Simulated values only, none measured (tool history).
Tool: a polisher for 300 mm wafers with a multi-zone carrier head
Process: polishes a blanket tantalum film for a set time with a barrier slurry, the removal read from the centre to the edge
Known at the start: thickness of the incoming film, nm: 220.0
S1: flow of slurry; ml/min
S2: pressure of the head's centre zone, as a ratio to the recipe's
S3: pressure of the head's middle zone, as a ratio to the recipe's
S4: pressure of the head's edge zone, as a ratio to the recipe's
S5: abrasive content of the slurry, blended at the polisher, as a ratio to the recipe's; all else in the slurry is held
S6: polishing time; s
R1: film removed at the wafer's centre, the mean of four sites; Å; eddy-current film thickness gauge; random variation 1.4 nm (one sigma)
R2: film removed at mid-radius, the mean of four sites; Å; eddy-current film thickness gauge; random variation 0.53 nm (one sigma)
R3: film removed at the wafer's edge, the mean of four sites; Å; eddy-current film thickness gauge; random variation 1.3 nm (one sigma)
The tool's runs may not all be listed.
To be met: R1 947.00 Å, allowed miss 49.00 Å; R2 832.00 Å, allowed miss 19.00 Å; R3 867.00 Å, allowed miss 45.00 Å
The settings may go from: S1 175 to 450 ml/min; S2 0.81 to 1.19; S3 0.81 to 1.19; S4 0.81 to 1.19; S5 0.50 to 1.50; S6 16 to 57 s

run,hour,S1,S2,S3,S4,S5,S6,R1,R2,R3
1,0.0,290,1.00,1.00,1.00,1.00,36,661.58,691.34,685.92
2,4.9,290,1.00,1.00,1.00,1.10,36,700.07,703.93,681.78
3,8.8,290,1.00,1.00,1.04,1.10,36,688.09,707.68,719.19
4,10.5,290,1.00,1.04,1.04,1.10,36,671.27,732.78,688.06
5,12.2,290,1.00,1.04,0.98,1.10,36,678.01,737.35,684.85
6,17.0,290,1.01,1.03,1.00,1.15,36,685.84,749.09,696.30
7,23.9,295,1.03,1.01,1.01,1.20,36,733.91,739.44,714.54
8,26.1,300,1.04,1.01,1.03,1.25,36,714.34,742.12,732.07
9,29.1,295,1.06,1.00,1.02,1.30,37,788.10,762.33,748.69
10,36.2,300,1.07,1.00,1.03,1.35,37,805.64,775.43,768.10
11,39.4,305,1.08,1.00,1.04,1.35,37,826.04,778.12,780.42
12,42.7,355,1.16,1.03,1.14,1.45,37,874.91,822.60,813.79
13,51.6,355,1.16,1.02,1.14,1.45,37,908.15,814.54,821.50
14,55.6,355,1.16,1.02,1.15,1.45,37,873.96,818.67,827.25

4 next moves are on the table. One of them brings every result within its allowed miss. Which?
A,59.6,260,1.18,0.99,1.14,1.45,40,?,?,?
B,59.6,370,1.14,1.03,1.11,1.45,40,?,?,?
C,59.6,365,1.11,0.85,1.19,1.40,42,?,?,?
D,59.6,320,1.19,0.90,1.16,1.50,45,?,?,?

move,R1,R2,R3
A,952.91,826.65,862.53
B,958.33,885.76,876.93
C,969.42,788.47,940.67
D,1116.80,887.12,1003.00
A: meets every target
B: brings the result that was furthest off to its target, and leaves another outside
C: brings the result that was furthest off to its target, and leaves another outside
D: takes the result that was furthest off past its target
Answer: A
